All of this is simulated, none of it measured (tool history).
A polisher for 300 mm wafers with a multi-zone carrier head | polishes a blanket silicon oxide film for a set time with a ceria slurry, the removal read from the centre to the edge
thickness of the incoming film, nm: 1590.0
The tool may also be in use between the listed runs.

run	hour	flow of slurry (ml/min)	pressure of the head's centre zone	pressure of the head's middle zone	pressure of the head's edge zone	polishing time (s)	film removed at the wafer's centre (nm)	film removed at mid-radius (nm)	film removed at the wafer's edge (nm)
1	0.0	175	1.00	1.00	1.00	80	448.72	430.24	448.83
2	8.9	175	1.00	1.00	1.00	100	561.96	524.01	548.94
3	13.5	175	0.92	1.00	1.00	100	520.02	526.64	554.58
4	15.4	170	0.92	1.01	0.97	92	468.69	479.46	492.34
5	19.5	170	0.92	1.07	0.97	92	476.39	511.58	502.08
6	24.0	170	0.91	1.07	0.95	86	436.21	481.34	458.83
7	28.9	170	0.90	1.06	0.93	81	407.23	445.62	431.03
8	30.6	170	0.90	1.06	0.91	77	385.42	427.01	403.58

Forecast run 9:
9	33.6	170	0.90	1.05	0.90	74	?	?	?

Run 9 gave film removed at the wafer's centre (nm) 372.23, film removed at mid-radius (nm) 402.79, film removed at the wafer's edge (nm) 388.28.

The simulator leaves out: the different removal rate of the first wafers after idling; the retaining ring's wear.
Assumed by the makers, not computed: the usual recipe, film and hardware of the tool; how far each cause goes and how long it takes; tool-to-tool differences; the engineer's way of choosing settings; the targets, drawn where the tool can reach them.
